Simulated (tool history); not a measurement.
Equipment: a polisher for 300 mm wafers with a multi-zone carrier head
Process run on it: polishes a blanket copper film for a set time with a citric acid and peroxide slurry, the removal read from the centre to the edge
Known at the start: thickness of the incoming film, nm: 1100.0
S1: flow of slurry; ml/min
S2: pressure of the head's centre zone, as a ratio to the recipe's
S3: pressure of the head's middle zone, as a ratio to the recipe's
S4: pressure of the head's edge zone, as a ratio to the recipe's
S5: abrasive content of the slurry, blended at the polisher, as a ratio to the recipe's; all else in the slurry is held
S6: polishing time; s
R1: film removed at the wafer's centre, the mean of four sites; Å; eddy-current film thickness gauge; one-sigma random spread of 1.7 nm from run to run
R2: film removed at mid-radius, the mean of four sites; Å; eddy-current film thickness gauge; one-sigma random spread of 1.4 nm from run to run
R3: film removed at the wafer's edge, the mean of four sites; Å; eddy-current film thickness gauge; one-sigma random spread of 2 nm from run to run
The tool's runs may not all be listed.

| run | hour | S1 | S2 | S3 | S4 | S5 | S6 | R1 | R2 | R3 |
|---|---|---|---|---|---|---|---|---|---|---|
| 1 | 0.0 | 215 | 1.00 | 1.00 | 1.00 | 1.00 | 71 | 1147.9 | 1201.8 | 1190.7 |
| 2 | 2.4 | 215 | 1.00 | 1.00 | 0.93 | 1.00 | 71 | 1184.9 | 1212.6 | 1185.9 |
| 3 | 7.9 | 215 | 0.95 | 1.00 | 0.93 | 1.00 | 71 | 1145.0 | 1211.2 | 1162.4 |
| 4 | 11.0 | 245 | 0.95 | 1.00 | 0.93 | 1.00 | 71 | 1137.3 | 1223.2 | 1166.6 |
| 5 | 16.1 | 245 | 0.95 | 1.00 | 0.93 | 1.00 | 63 | 1034.3 | 1090.1 | 1034.8 |
| 6 | 17.2 | 270 | 0.95 | 1.00 | 0.93 | 1.00 | 63 | 1024.1 | 1089.4 | 1044.1 |

The next listed run, before its measurement:
| 7 | 25.0 | 270 | 1.00 | 1.00 | 0.94 | 1.15 | 69 | ? | ? | ? |

{"run 7": {"R1": 1202.5, "R2": 1206.4, "R3": 1176.2}}
